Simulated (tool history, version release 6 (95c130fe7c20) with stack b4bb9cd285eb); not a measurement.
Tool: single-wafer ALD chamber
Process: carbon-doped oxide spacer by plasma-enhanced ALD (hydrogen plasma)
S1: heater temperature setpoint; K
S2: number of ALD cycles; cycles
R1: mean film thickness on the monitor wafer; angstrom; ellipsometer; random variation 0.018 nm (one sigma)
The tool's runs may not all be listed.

run 1 day=0.000 | S1=678.15 S2=189 | R1=92.723
run 2 day=0.358 | S1=674.15 S2=189 | R1=94.077
run 3 day=0.496 | S1=668.15 S2=189 | R1=94.462
run 4 day=0.708 | S1=668.15 S2=182 | R1=90.541
run 5 day=1.054 | S1=668.15 S2=201 | R1=100.120
run 6 day=1.208 | S1=664.15 S2=201 | R1=100.580
run 7 day=1.504 | S1=664.15 S2=192 | R1=96.001
run 8 day=1.629 | S1=664.15 S2=185 | R1=92.680
run 9 day=1.771 | S1=664.15 S2=179 | R1=89.458

Forecast run 10:
run 10 day=1.825 | S1=664.15 S2=174 | R1=?

{"run 10": {"R1": 87.215}}

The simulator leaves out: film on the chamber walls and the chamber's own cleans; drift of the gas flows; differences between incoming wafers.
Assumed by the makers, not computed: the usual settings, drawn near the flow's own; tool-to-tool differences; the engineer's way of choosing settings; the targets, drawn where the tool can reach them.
